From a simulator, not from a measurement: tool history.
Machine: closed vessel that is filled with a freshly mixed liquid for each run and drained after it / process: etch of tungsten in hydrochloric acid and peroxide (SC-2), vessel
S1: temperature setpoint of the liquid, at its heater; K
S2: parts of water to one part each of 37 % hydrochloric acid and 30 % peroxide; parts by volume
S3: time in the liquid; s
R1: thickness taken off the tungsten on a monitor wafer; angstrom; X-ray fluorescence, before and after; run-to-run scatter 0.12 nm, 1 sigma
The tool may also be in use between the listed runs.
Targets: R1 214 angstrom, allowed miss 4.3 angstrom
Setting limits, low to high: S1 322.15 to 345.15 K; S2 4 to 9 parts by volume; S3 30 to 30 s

Run 1, hour 0: S1 338.15 K, S2 5 parts by volume, S3 30 s. Result: R1 257.21 angstrom.
Run 2, hour 4.7: S1 338.15 K, S2 5.5 parts by volume, S3 30 s. Result: R1 240.78 angstrom.
Run 3, hour 6: S1 337.65 K, S2 5.5 parts by volume, S3 30 s. Result: R1 233.93 angstrom.
Run 4, hour 9.4: S1 343.15 K, S2 5.5 parts by volume, S3 30 s. Result: R1 323.61 angstrom.
Run 5, hour 15.8: S1 341.15 K, S2 5.5 parts by volume, S3 30 s. Result: R1 289.19 angstrom.
Run 6, hour 23.4: S1 339.65 K, S2 5.5 parts by volume, S3 30 s. Result: R1 262.36 angstrom.
Run 7, hour 30.8: S1 338.65 K, S2 5.5 parts by volume, S3 30 s. Result: R1 250 angstrom.
Run 8, hour 36.3: S1 337.65 K, S2 5.5 parts by volume, S3 30 s. Result: R1 232.36 angstrom.
Run 9, hour 44: S1 337.15 K, S2 5.5 parts by volume, S3 30 s. Result: R1 227.06 angstrom.
Run 10, hour 49.8: S1 336.65 K, S2 5.5 parts by volume, S3 30 s. Result: R1 220.57 angstrom.

Of the 4 settings listed for the next run, only one would bring every result within its allowed miss of target. Which one?
Run A, hour 55.6: S1 337.15 K, S2 6 parts by volume, S3 30 s. Result: R1 ?.
Run B, hour 55.6: S1 334.15 K, S2 4 parts by volume, S3 30 s. Result: R1 ?.
Run C, hour 55.6: S1 338.15 K, S2 6 parts by volume, S3 30 s. Result: R1 ?.
Run D, hour 55.6: S1 335.15 K, S2 5.5 parts by volume, S3 30 s. Result: R1 ?.

move      R1
   A  213.41
   B  236.39
   C  226.85
   D  201.24
A: all results in spec
B: misses by more than the last run did
C: misses by more than the last run did
D: the result that was furthest off in the last run now lies on the other side of its target
So the answer is move A, the one that meets all the targets.
